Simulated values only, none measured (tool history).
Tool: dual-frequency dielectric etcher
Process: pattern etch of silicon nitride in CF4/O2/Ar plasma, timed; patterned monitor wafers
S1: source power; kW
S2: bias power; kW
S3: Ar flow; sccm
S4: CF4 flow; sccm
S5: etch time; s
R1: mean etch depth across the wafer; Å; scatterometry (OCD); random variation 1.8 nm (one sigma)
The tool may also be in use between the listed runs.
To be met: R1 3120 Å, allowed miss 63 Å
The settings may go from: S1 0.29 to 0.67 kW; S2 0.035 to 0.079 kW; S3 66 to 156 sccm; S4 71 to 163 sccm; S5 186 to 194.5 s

run  hour    S1     S2   S3   S4     S5      R1
  1     0  0.48  0.057  111  117    186  3538.8
  2   3.4  0.48  0.067  111  117    186  3674.3
  3   5.3  0.48  0.074  111  117    186  3713.8
  4     8  0.48  0.074  111  117  194.5  3933.1
  5  12.6  0.44  0.073  112  117  194.5  3622.4
  6  13.6  0.44  0.073  112  117  194.5  3641.6
  7  18.9  0.42  0.073  112  117  194.5  3498.1
  8  22.9   0.4  0.073  112  117  194.5  3380.3
  9  24.5  0.39  0.073  112  117  194.5  3284.9

5 next moves are on the table. One of them brings every result within its allowed miss. Which?
  A  26.1  0.39  0.071  113  121  194.5   ?
  B  26.1  0.36  0.079  111  103  194.5   ?
  C  26.1  0.42  0.072  114  112  191.5   ?
  D  26.1  0.42  0.074  112  123    193   ?
  E  26.1  0.46   0.07  105  120    188   ?

move      R1
   A  3280.6
   B  3116.7
   C  3417.4
   D  3505.4
   E  3646.4
A: as far off as the last run
B: meets every target
C: further off than the last run
D: further off than the last run
E: further off than the last run
Move B is the one to make.

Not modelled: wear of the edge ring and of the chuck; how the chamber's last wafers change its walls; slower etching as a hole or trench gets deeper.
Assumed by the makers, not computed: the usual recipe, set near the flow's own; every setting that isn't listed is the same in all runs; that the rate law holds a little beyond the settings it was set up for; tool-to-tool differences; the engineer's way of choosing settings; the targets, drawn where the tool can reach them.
